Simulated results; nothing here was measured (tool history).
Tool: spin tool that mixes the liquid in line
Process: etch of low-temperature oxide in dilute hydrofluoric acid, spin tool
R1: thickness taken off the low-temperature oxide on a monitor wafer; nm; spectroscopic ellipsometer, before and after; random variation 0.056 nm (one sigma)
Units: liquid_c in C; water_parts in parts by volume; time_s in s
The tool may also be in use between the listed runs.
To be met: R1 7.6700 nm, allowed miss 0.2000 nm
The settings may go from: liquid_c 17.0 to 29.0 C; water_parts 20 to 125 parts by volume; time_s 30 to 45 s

Run 1, hour 0.0: liquid_c 21.0 C, water_parts 70 parts by volume, time_s 45 s. Result: R1 13.4520 nm.
Run 2, hour 5.0: liquid_c 21.0 C, water_parts 80 parts by volume, time_s 45 s. Result: R1 11.5700 nm.
Run 3, hour 5.9: liquid_c 17.5 C, water_parts 80 parts by volume, time_s 45 s. Result: R1 9.9247 nm.
Run 4, hour 12.0: liquid_c 17.5 C, water_parts 85 parts by volume, time_s 45 s. Result: R1 9.4040 nm.
At hour 16.0: thermometer replaced.
Run 5, hour 16.0: liquid_c 21.0 C, water_parts 85 parts by volume, time_s 45 s. Result: R1 9.7402 nm.
Run 6, hour 18.6: liquid_c 20.5 C, water_parts 85 parts by volume, time_s 45 s. Result: R1 9.5587 nm.
Run 7, hour 22.0: liquid_c 20.5 C, water_parts 85 parts by volume, time_s 45 s. Result: R1 9.5012 nm.
Run 8, hour 31.0: liquid_c 20.0 C, water_parts 85 parts by volume, time_s 45 s. Result: R1 9.3076 nm.

Which of these 4 next moves meets every target?
Run A, hour 40.0: liquid_c 21.0 C, water_parts 90 parts by volume, time_s 40 s. Result: R1 ?.
Run B, hour 40.0: liquid_c 21.5 C, water_parts 100 parts by volume, time_s 45 s. Result: R1 ?.
Run C, hour 40.0: liquid_c 19.5 C, water_parts 90 parts by volume, time_s 40 s. Result: R1 ?.
Run D, hour 40.0: liquid_c 21.5 C, water_parts 90 parts by volume, time_s 40 s. Result: R1 ?.

move      R1
   A  8.1413
   B  8.3158
   C  7.6528
   D  8.3095
A: nearer than the last run, and not there yet
B: nearer than the last run, and not there yet
C: meets every target
D: nearer than the last run, and not there yet
Answer: C
